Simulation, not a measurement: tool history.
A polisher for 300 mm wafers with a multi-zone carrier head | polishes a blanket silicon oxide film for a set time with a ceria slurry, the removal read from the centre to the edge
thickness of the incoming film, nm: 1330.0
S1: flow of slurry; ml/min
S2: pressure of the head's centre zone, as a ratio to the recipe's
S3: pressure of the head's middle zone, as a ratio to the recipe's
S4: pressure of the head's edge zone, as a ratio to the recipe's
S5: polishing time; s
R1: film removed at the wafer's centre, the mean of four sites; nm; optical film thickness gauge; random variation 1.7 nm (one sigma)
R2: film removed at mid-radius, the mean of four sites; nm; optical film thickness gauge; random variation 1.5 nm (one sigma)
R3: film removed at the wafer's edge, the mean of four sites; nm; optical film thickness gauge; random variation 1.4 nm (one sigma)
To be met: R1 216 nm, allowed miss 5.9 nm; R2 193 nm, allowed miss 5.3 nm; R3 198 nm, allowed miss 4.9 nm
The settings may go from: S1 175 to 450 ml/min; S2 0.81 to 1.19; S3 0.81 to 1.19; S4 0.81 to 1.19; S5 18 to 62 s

run 1 hour=0 | S1=290 S2=1 S3=1 S4=1 S5=40 | R1=241.43 R2=230.21 R3=236.04
run 2 hour=6.9 | S1=280 S2=1 S3=0.97 S4=0.95 S5=39 | R1=231.66 R2=218.56 R3=221.96
run 3 hour=11 | S1=270 S2=1 S3=0.94 S4=0.91 S5=39 | R1=228.17 R2=217.19 R3=219.16
run 4 hour=16 | S1=265 S2=1.01 S3=0.91 S4=0.89 S5=38 | R1=225.34 R2=206.95 R3=214.47
run 5 hour=17.5 | S1=265 S2=1.01 S3=0.99 S4=0.89 S5=38 | R1=223.11 R2=216.32 R3=211.35
run 6 hour=20.2 | S1=260 S2=1.02 S3=0.96 S4=0.88 S5=37 | R1=222.28 R2=204.45 R3=205.2
run 7 hour=25.6 | S1=250 S2=1.02 S3=0.95 S4=0.87 S5=37 | R1=216.84 R2=203.15 R3=205.09
run 8 hour=29.7 | S1=245 S2=1.03 S3=0.94 S4=0.86 S5=37 | R1=219.61 R2=202.3 R3=204.03
run 9 hour=34.5 | S1=235 S2=1.04 S3=0.93 S4=0.85 S5=37 | R1=221.39 R2=199.01 R3=201.97

Which of these 4 next moves meets every target?
run A hour=39.3 | S1=240 S2=1.1 S3=0.84 S4=0.9 S5=37 | R1=? R2=? R3=?
run B hour=39.3 | S1=235 S2=0.97 S3=0.86 S4=0.98 S5=37 | R1=? R2=? R3=?
run C hour=39.3 | S1=235 S2=1.1 S3=0.93 S4=0.83 S5=37 | R1=? R2=? R3=?
run D hour=39.3 | S1=280 S2=1.08 S3=0.97 S4=0.95 S5=34 | R1=? R2=? R3=?

move=A R1=231.34 R2=188.67 R3=207.44
move=B R1=210.62 R2=190.9 R3=214.26
move=C R1=230.82 R2=200.02 R3=200.51
move=D R1=213.76 R2=192.21 R3=196.97
A: brings the result that was furthest off to its target, and leaves another outside
B: brings the result that was furthest off to its target, and leaves another outside
C: further off than the last run
D: meets every target
The right move is D.
